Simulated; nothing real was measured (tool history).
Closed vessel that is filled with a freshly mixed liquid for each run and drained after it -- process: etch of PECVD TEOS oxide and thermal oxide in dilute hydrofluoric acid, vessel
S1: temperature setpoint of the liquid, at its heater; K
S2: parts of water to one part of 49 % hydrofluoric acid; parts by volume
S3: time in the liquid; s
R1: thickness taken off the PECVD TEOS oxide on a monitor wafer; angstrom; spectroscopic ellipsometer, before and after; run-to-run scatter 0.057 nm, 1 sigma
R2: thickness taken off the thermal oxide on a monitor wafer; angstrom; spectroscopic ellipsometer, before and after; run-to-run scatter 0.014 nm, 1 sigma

run    day      S1  S2  S3      R1      R2
  1      0  297.15  55  60  119.14  53.254
  2  0.367  297.15  65  60  99.873  43.717
  3  0.496  295.65  65  60  94.205  41.233
  4  0.608  294.65  65  60  90.464  39.595
  5  0.908  298.15  65  60  103.23  46.009
  6  1.254  296.65  65  60  99.221  43.195
  7  1.392  295.15  65  60  92.712  40.659
  8  1.625  291.15  70  60  71.944  31.924

Predict the results of run 9:
  9  1.867  290.65  70  60   ?   ?

{"run 9": {"R1": 71.132, "R2": 31.112}}
